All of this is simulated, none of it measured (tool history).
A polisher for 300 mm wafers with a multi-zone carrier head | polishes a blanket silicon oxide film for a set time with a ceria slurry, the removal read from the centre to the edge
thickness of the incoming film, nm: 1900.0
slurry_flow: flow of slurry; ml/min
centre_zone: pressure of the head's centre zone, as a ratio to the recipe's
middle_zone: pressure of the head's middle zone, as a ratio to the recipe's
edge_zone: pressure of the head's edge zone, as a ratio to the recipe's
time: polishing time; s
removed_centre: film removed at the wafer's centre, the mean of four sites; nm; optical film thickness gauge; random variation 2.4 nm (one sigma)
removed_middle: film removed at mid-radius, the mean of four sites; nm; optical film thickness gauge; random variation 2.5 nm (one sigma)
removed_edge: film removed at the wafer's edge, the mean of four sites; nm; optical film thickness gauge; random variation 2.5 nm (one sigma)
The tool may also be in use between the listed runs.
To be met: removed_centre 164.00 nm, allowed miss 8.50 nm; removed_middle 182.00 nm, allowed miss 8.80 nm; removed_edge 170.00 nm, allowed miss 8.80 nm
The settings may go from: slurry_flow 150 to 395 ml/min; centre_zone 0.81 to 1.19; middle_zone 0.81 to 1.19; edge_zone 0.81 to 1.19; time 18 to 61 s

run,hour,slurry_flow,centre_zone,middle_zone,edge_zone,time,removed_centre,removed_middle,removed_edge
1,0.0,250,1.00,1.00,1.00,39,138.98,130.06,138.78
2,1.2,255,0.99,1.04,1.01,41,145.02,144.87,148.68
3,7.6,260,1.00,1.07,1.02,42,146.15,154.63,152.85
4,14.2,260,1.05,1.07,1.02,42,153.91,153.17,151.40
5,16.0,260,1.05,1.00,1.02,42,155.73,146.46,148.55
6,20.9,260,1.05,1.00,1.02,37,135.86,126.58,131.62
7,29.2,270,1.05,1.03,1.03,39,145.29,138.34,136.75
8,34.4,270,1.04,1.05,1.04,41,152.54,150.16,147.45
9,40.3,270,1.03,1.07,1.05,42,157.82,155.99,150.90
10,42.4,270,1.02,1.09,1.04,43,157.13,161.25,157.19
11,46.3,275,1.01,1.11,1.04,44,159.15,167.99,158.49
12,52.8,275,1.00,1.12,1.04,45,165.74,173.51,166.79

Which of these 4 next moves meets every target?
A,59.3,260,0.96,1.12,1.01,47,?,?,?
B,59.3,310,1.01,1.01,1.04,44,?,?,?
C,59.3,340,1.19,0.96,1.08,45,?,?,?
D,59.3,265,1.00,0.96,1.04,46,?,?,?

move,removed_centre,removed_middle,removed_edge
A,164.09,178.66,169.32
B,164.83,155.90,163.27
C,200.61,153.89,171.35
D,167.54,153.70,168.74
A: meets every target
B: further off than the last run
C: further off than the last run
D: further off than the last run
Answer: A
